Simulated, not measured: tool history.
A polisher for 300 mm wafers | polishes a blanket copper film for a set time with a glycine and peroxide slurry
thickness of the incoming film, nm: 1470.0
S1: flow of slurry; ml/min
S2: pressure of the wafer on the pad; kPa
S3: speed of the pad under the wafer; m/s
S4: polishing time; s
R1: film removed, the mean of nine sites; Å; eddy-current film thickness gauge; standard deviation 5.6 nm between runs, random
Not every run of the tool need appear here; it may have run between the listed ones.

| run | hour | S1 | S2 | S3 | S4 | R1 |
|---|---|---|---|---|---|---|
| 1 | 0.0 | 195 | 23.4 | 1.18 | 87 | 7043.3 |
| 2 | 2.6 | 195 | 21.4 | 1.18 | 87 | 6721.5 |
| 3 | 6.4 | 195 | 20.0 | 1.16 | 87 | 6348.9 |
| 4 | 13.1 | 240 | 20.0 | 1.16 | 87 | 6330.4 |
| 5 | 14.1 | 240 | 20.0 | 1.16 | 92 | 6583.0 |
| 6 | 22.2 | 240 | 18.6 | 1.14 | 92 | 6083.7 |
| 7 | 26.2 | 240 | 17.2 | 1.14 | 92 | 5989.2 |

The next listed run, before its measurement:
| 8 | 33.0 | 235 | 10.3 | 0.96 | 91 | ? |

R1: 3683.4 Å

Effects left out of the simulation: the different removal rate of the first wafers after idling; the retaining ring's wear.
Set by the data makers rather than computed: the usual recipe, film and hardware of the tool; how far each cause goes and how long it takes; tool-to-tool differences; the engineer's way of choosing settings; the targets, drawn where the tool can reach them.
